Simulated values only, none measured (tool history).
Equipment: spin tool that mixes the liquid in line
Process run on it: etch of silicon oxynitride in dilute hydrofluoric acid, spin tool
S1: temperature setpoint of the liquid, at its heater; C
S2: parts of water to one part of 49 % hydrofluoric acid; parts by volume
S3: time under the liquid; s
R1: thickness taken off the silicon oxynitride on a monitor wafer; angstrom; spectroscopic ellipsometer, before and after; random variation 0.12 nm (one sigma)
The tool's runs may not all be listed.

run 1 hour=0.0 | S1=23.0 S2=130 S3=310 | R1=97.487
run 2 hour=2.4 | S1=23.0 S2=105 S3=310 | R1=122.390
run 3 hour=4.3 | S1=23.5 S2=105 S3=310 | R1=126.190
run 4 hour=5.4 | S1=20.0 S2=105 S3=310 | R1=105.180
run 5 hour=13.3 | S1=20.0 S2=150 S3=310 | R1=71.310
run 6 hour=14.3 | S1=20.0 S2=125 S3=310 | R1=88.733

Forecast run 7:
run 7 hour=22.4 | S1=20.0 S2=125 S3=310 | R1=?

R1: 88.030 angstrom
